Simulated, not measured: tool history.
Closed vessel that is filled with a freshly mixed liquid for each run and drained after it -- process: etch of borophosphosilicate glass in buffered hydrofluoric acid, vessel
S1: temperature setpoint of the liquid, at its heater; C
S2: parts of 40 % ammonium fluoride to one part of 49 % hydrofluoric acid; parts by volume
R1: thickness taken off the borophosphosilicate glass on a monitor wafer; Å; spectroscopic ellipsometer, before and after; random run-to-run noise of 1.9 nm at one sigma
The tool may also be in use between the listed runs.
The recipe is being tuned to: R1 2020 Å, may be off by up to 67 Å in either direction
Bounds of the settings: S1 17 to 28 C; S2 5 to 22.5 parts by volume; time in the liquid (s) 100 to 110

Run 1, hour 0: S1 20 C, S2 13.5 parts by volume, time in the liquid (s) 100. Result: R1 1513.1 Å.
Run 2, hour 1.7: S1 20 C, S2 13.5 parts by volume, time in the liquid (s) 100. Result: R1 1543.7 Å.
Run 3, hour 7.4: S1 21.5 C, S2 13.5 parts by volume, time in the liquid (s) 100. Result: R1 1674.4 Å.
Run 4, hour 9.3: S1 19.5 C, S2 13.5 parts by volume, time in the liquid (s) 100. Result: R1 1494.9 Å.
Run 5, hour 10.3: S1 19.5 C, S2 13.5 parts by volume, time in the liquid (s) 110. Result: R1 1631.1 Å.
Run 6, hour 17: S1 20.5 C, S2 13.5 parts by volume, time in the liquid (s) 110. Result: R1 1723.2 Å.
Run 7, hour 20.4: S1 21.5 C, S2 13.5 parts by volume, time in the liquid (s) 110. Result: R1 1835.1 Å.
Run 8, hour 23.5: S1 22 C, S2 13.5 parts by volume, time in the liquid (s) 110. Result: R1 1895.6 Å.
Run 9, hour 25.4: S1 22.5 C, S2 13.5 parts by volume, time in the liquid (s) 110. Result: R1 1940.4 Å.

Which one of the following 5 next-run settings gets every result inside its allowed miss? There is exactly one.
Run A, hour 27.3: S1 22 C, S2 13 parts by volume, time in the liquid (s) 105. Result: R1 ?.
Run B, hour 27.3: S1 22.5 C, S2 13 parts by volume, time in the liquid (s) 100. Result: R1 ?.
Run C, hour 27.3: S1 20 C, S2 12 parts by volume, time in the liquid (s) 110. Result: R1 ?.
Run D, hour 27.3: S1 22 C, S2 12 parts by volume, time in the liquid (s) 100. Result: R1 ?.
Run E, hour 27.3: S1 25 C, S2 14 parts by volume, time in the liquid (s) 105. Result: R1 ?.

move      R1
   A  1881.8
   B  1841.8
   C    1911
   D  1939.2
   E  2058.1
A: misses by more than the last run did
B: misses by more than the last run did
C: misses by more than the last run did
D: about the same distance from the targets as the last run
E: meets every target
E is the move that brings every result within its allowed miss.
